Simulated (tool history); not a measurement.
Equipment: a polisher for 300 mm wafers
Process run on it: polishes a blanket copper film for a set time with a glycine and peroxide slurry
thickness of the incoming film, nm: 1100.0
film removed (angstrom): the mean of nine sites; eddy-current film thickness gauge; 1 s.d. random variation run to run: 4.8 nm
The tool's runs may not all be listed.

| run | hour | flow of slurry (ml/min) | pressure of the wafer on the pad (kPa) | speed of the pad under the wafer (m/s) | polishing time (s) | film removed (angstrom) |
|---|---|---|---|---|---|---|
| 1 | 0.0 | 315 | 15.2 | 1.04 | 90 | 3963.9 |
| 2 | 3.4 | 315 | 15.2 | 1.04 | 94 | 4205.8 |
| 3 | 10.2 | 315 | 14.5 | 1.04 | 94 | 4031.1 |
| 4 | 12.1 | 315 | 14.5 | 1.04 | 90 | 3883.6 |
| 5 | 20.6 | 315 | 14.5 | 1.22 | 90 | 4491.6 |
| 6 | 21.8 | 315 | 14.5 | 1.40 | 90 | 5011.2 |
| 7 | 26.2 | 315 | 13.8 | 1.38 | 90 | 4784.4 |

Predict the results of run 8:
| 8 | 31.0 | 315 | 13.1 | 1.38 | 90 | ? |

{"run 8": {"film removed (angstrom)": 4667.9}}
